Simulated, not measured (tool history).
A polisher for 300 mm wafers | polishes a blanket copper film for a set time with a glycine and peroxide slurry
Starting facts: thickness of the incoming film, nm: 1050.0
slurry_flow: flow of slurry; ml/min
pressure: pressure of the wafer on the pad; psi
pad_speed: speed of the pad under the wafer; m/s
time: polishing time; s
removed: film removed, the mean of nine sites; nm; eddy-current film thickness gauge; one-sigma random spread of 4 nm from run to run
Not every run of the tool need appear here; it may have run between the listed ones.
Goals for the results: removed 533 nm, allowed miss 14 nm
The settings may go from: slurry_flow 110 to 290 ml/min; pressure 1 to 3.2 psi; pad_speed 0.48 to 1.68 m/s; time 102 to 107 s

run,hour,slurry_flow,pressure,pad_speed,time,removed
1,0,185,2.1,1.08,102,454.37
2,7.6,195,2.2,1.08,102,474.59
3,9.5,155,2.2,1.08,102,466.02
4,17.5,110,2.2,1.08,102,443.6
5,21.4,130,2.3,1.08,102,462.99
6,24.4,150,2.4,1.08,102,495.82
7,29.2,160,2.4,1.08,102,491.03
8,34.4,170,2.5,1.08,102,510.01

Which of these 5 next moves meets every target?
A,39.6,250,2.4,1.06,102,?
B,39.6,110,2.2,1.24,107,?
C,39.6,180,2.2,1.12,106,?
D,39.6,160,2.6,1.02,102,?
E,39.6,185,2.5,1.06,107,?

move,removed
A,510.41
B,514.29
C,503.08
D,499.59
E,533.83
A: no nearer and no further than the last run
B: nearer the targets than the last run, but a result is still out of spec
C: lands further from the targets than the last run did
D: lands further from the targets than the last run did
E: all results in spec
The right move is E.
